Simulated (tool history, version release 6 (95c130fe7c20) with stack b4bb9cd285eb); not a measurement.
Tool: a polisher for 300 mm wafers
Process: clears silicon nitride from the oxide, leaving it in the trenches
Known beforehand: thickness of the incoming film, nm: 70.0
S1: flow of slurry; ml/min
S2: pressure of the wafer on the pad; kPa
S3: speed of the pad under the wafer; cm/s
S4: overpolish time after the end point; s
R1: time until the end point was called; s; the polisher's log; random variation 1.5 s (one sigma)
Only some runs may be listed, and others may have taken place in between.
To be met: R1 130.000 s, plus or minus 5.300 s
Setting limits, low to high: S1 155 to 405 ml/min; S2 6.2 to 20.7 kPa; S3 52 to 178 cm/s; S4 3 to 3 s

| run | hour | S1 | S2 | S3 | S4 | R1 |
|---|---|---|---|---|---|---|
| 1 | 0.0 | 260 | 13.1 | 114 | 3 | 72.643 |
| 2 | 8.2 | 225 | 13.1 | 114 | 3 | 76.920 |
| 3 | 13.7 | 225 | 16.5 | 114 | 3 | 59.686 |
| 4 | 15.5 | 220 | 15.2 | 114 | 3 | 66.324 |
| 5 | 18.0 | 220 | 15.2 | 132 | 3 | 58.688 |
| 6 | 20.5 | 220 | 15.2 | 132 | 3 | 59.247 |
| 7 | 25.2 | 215 | 13.8 | 130 | 3 | 67.384 |
| 8 | 26.8 | 210 | 12.4 | 130 | 3 | 74.774 |
| 9 | 34.4 | 205 | 11.0 | 130 | 3 | 83.261 |
| 10 | 40.2 | 200 | 10.3 | 128 | 3 | 89.708 |
| 11 | 47.7 | 195 | 9.7 | 128 | 3 | 96.888 |
| 12 | 50.6 | 190 | 9.0 | 128 | 3 | 104.290 |
| 13 | 55.6 | 185 | 8.3 | 128 | 3 | 112.450 |
| 14 | 56.4 | 180 | 8.3 | 128 | 3 | 112.320 |
| 15 | 62.3 | 175 | 8.3 | 128 | 3 | 112.300 |
| 16 | 70.8 | 175 | 6.2 | 126 | 3 | 152.560 |
| 17 | 76.0 | 175 | 6.9 | 126 | 3 | 136.870 |

Exactly one of the 5 candidate moves below puts every result within its allowed miss. Which one?
| A | 81.2 | 230 | 6.9 | 112 | 3 | ? |
| B | 81.2 | 260 | 8.3 | 84 | 3 | ? |
| C | 81.2 | 215 | 6.9 | 144 | 3 | ? |
| D | 81.2 | 190 | 6.9 | 146 | 3 | ? |
| E | 81.2 | 230 | 9.0 | 88 | 3 | ? |

| move | R1 |
|---|---|
| A | 139.890 |
| B | 139.160 |
| C | 118.570 |
| D | 119.330 |
| E | 127.050 |
A: lands further from the targets than the last run did
B: lands further from the targets than the last run did
C: takes the result that was furthest off past its target
D: takes the result that was furthest off past its target
E: all results land within tolerance of their targets
Answer: E
